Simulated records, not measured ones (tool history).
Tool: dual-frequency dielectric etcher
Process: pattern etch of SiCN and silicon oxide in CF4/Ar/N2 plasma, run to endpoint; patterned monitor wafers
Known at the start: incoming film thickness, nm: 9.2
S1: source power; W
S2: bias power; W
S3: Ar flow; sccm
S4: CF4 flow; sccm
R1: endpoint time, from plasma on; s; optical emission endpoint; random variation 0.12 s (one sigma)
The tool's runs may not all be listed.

run,hour,S1,S2,S3,S4,R1
1,0.0,520,75,99,77,9.5343
2,6.2,460,73,100,76,10.9320
3,7.5,430,72,100,76,11.6840
4,9.6,410,72,100,76,12.2660
5,17.4,410,77,100,76,11.8360
6,18.1,410,77,114,76,12.0610
7,20.7,390,77,114,76,12.6290

Forecast run 8:
8,24.8,390,77,114,76,?

R1: 12.3960 s

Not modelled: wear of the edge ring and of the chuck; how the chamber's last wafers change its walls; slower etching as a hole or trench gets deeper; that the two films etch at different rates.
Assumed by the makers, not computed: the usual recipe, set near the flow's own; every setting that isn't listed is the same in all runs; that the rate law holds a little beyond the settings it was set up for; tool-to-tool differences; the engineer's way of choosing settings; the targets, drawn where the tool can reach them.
